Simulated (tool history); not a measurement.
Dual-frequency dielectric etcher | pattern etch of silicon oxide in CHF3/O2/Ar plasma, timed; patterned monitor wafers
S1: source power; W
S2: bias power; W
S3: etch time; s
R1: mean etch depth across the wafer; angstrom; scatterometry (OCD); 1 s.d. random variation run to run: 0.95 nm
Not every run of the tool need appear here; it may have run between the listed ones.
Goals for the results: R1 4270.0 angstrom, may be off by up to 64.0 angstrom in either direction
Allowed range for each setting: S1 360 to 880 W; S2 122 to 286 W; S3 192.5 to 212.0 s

{"run": 1, "hour": 0.0, "S1": 620, "S2": 204, "S3": 212.0, "R1": 4577.6}
{"run": 2, "hour": 1.9, "S1": 660, "S2": 204, "S3": 212.0, "R1": 4644.8}
{"run": 3, "hour": 7.6, "S1": 610, "S2": 202, "S3": 212.0, "R1": 4554.6}
{"run": 4, "hour": 10.6, "S1": 610, "S2": 202, "S3": 212.0, "R1": 4548.0}
{"run": 5, "hour": 14.0, "S1": 610, "S2": 202, "S3": 212.0, "R1": 4566.2}
{"run": 6, "hour": 21.0, "S1": 570, "S2": 199, "S3": 212.0, "R1": 4452.8}
{"run": 7, "hour": 29.8, "S1": 540, "S2": 197, "S3": 212.0, "R1": 4386.9}
{"run": 8, "hour": 35.2, "S1": 520, "S2": 196, "S3": 212.0, "R1": 4359.3}

Of the 5 settings listed for the next run, only one would bring every result within its allowed miss of target. Which one?
{"run": "A", "hour": 40.6, "S1": 610, "S2": 197, "S3": 205.5, "R1": "?"}
{"run": "B", "hour": 40.6, "S1": 590, "S2": 215, "S3": 203.0, "R1": "?"}
{"run": "C", "hour": 40.6, "S1": 610, "S2": 210, "S3": 210.5, "R1": "?"}
{"run": "D", "hour": 40.6, "S1": 580, "S2": 201, "S3": 203.0, "R1": "?"}
{"run": "E", "hour": 40.6, "S1": 570, "S2": 192, "S3": 212.0, "R1": "?"}

move=A R1=4379.4
move=B R1=4384.1
move=C R1=4555.8
move=D R1=4295.2
move=E R1=4418.9
A: moves away from the targets compared with the last run
B: moves away from the targets compared with the last run
C: moves away from the targets compared with the last run
D: in spec on every target
E: moves away from the targets compared with the last run
Go with D: it meets all targets.

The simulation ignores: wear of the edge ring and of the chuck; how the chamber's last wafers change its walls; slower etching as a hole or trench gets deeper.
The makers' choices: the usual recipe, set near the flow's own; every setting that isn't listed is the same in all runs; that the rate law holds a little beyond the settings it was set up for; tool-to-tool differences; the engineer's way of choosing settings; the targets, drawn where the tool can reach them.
